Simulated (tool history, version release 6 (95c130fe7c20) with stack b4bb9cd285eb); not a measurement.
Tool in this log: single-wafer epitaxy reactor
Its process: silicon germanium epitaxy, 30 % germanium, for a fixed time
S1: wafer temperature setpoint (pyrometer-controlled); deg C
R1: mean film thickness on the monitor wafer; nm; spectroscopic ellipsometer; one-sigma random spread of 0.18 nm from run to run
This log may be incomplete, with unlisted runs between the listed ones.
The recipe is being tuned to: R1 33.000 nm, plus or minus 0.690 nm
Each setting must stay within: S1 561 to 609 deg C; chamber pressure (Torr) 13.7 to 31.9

run 1 hour=0.0 | S1=585 chamber_pressure_(Torr)=22.8 | R1=47.382
run 2 hour=2.9 | S1=591 chamber_pressure_(Torr)=22.8 | R1=54.185
run 3 hour=11.7 | S1=591 chamber_pressure_(Torr)=24.2 | R1=55.006
run 4 hour=16.9 | S1=584 chamber_pressure_(Torr)=24.0 | R1=47.437
run 5 hour=24.9 | S1=584 chamber_pressure_(Torr)=22.3 | R1=45.494
run 6 hour=29.5 | S1=590 chamber_pressure_(Torr)=22.3 | R1=52.185
run 7 hour=34.4 | S1=584 chamber_pressure_(Torr)=22.2 | R1=45.966
run 8 hour=41.1 | S1=584 chamber_pressure_(Torr)=22.2 | R1=45.972
run 9 hour=48.9 | S1=580 chamber_pressure_(Torr)=22.1 | R1=41.964
run 10 hour=50.8 | S1=577 chamber_pressure_(Torr)=22.0 | R1=39.525
run 11 hour=52.4 | S1=575 chamber_pressure_(Torr)=21.9 | R1=37.418
run 12 hour=53.9 | S1=573 chamber_pressure_(Torr)=21.9 | R1=35.641
run 13 hour=59.6 | S1=572 chamber_pressure_(Torr)=21.9 | R1=35.449
run 14 hour=68.2 | S1=567 chamber_pressure_(Torr)=21.8 | R1=31.598

Consider the 5 candidate settings below. Which is the only one whose results all fall within their allowed miss of target?
run A hour=76.8 | S1=568 chamber_pressure_(Torr)=24.4 | R1=?
run B hour=76.8 | S1=565 chamber_pressure_(Torr)=23.5 | R1=?
run C hour=76.8 | S1=567 chamber_pressure_(Torr)=21.5 | R1=?
run D hour=76.8 | S1=570 chamber_pressure_(Torr)=17.7 | R1=?
run E hour=76.8 | S1=567 chamber_pressure_(Torr)=21.6 | R1=?

move=A R1=33.427
move=B R1=30.879
move=C R1=31.471
move=D R1=31.855
move=E R1=31.514
A: each result inside its tolerance
B: its largest miss is bigger than the last run's
C: its largest miss is bigger than the last run's
D: closes in on the targets versus the last run, not all within tolerance yet
E: its largest miss is bigger than the last run's
So the answer is move A, the one that meets all the targets.
